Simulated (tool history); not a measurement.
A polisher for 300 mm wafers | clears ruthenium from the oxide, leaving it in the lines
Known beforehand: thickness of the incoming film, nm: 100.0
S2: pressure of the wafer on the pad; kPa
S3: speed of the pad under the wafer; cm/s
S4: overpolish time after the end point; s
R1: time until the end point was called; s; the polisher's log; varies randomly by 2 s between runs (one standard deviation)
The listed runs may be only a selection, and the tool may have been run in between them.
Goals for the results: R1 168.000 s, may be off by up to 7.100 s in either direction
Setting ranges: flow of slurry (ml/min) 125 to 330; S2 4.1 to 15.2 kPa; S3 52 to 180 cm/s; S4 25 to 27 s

run 1 hour=0.0 | flow_of_slurry_(ml/min)=210 S2=9.7 S3=116 S4=25 | R1=89.346
run 2 hour=7.2 | flow_of_slurry_(ml/min)=210 S2=9.0 S3=114 S4=25 | R1=97.689
run 3 hour=9.4 | flow_of_slurry_(ml/min)=210 S2=9.0 S3=134 S4=25 | R1=84.282
run 4 hour=11.2 | flow_of_slurry_(ml/min)=210 S2=9.0 S3=134 S4=27 | R1=86.223
run 5 hour=13.5 | flow_of_slurry_(ml/min)=210 S2=8.3 S3=130 S4=27 | R1=93.515
run 6 hour=19.8 | flow_of_slurry_(ml/min)=235 S2=8.3 S3=130 S4=27 | R1=91.752
run 7 hour=24.2 | flow_of_slurry_(ml/min)=230 S2=7.6 S3=126 S4=27 | R1=104.690
run 8 hour=29.6 | flow_of_slurry_(ml/min)=230 S2=6.9 S3=124 S4=27 | R1=115.620
-- hour=31.3 head pressure recalibrated
run 9 hour=31.3 | flow_of_slurry_(ml/min)=225 S2=4.1 S3=114 S4=27 | R1=206.520
run 10 hour=40.0 | flow_of_slurry_(ml/min)=235 S2=4.1 S3=114 S4=27 | R1=208.840
run 11 hour=41.4 | flow_of_slurry_(ml/min)=240 S2=4.8 S3=114 S4=27 | R1=179.340
run 12 hour=49.4 | flow_of_slurry_(ml/min)=245 S2=4.8 S3=114 S4=27 | R1=184.400

5 next moves are on the table. One of them brings every result within its allowed miss. Which?
run A hour=57.4 | flow_of_slurry_(ml/min)=250 S2=4.8 S3=136 S4=25 | R1=?
run B hour=57.4 | flow_of_slurry_(ml/min)=185 S2=5.5 S3=128 S4=27 | R1=?
run C hour=57.4 | flow_of_slurry_(ml/min)=255 S2=4.1 S3=112 S4=25 | R1=?
run D hour=57.4 | flow_of_slurry_(ml/min)=240 S2=4.8 S3=122 S4=27 | R1=?
run E hour=57.4 | flow_of_slurry_(ml/min)=265 S2=4.1 S3=114 S4=25 | R1=?

move=A R1=152.820
move=B R1=150.230
move=C R1=210.340
move=D R1=170.680
move=E R1=205.890
A: the result that was furthest off in the last run now lies on the other side of its target
B: the result that was furthest off in the last run now lies on the other side of its target
C: misses by more than the last run did
D: every result lands within tolerance
E: misses by more than the last run did
The move that meets every target is D.
